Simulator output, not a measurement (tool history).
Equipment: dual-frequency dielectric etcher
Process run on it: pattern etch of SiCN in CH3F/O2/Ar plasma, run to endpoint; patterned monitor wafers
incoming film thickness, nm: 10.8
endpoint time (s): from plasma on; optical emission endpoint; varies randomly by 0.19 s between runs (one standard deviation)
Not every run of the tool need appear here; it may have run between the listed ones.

| run | hour | source power (W) | bias power (W) | endpoint time (s) |
|---|---|---|---|---|
| 1 | 0 | 510 | 94 | 24.757 |
| 2 | 4.8 | 420 | 94 | 25.675 |
| 3 | 5.9 | 480 | 94 | 24.994 |
| 4 | 14.5 | 480 | 108 | 23.083 |
| 5 | 17.3 | 490 | 110 | 22.979 |
| 6 | 20.6 | 490 | 101 | 23.987 |
| 7 | 27 | 500 | 104 | 23.525 |
| 8 | 35.1 | 510 | 106 | 23.33 |

Run 9, settings as shown, results not yet in. Your forecast:
| 9 | 36.6 | 520 | 109 | ? |

Logged for run 9: endpoint time (s) 22.952.
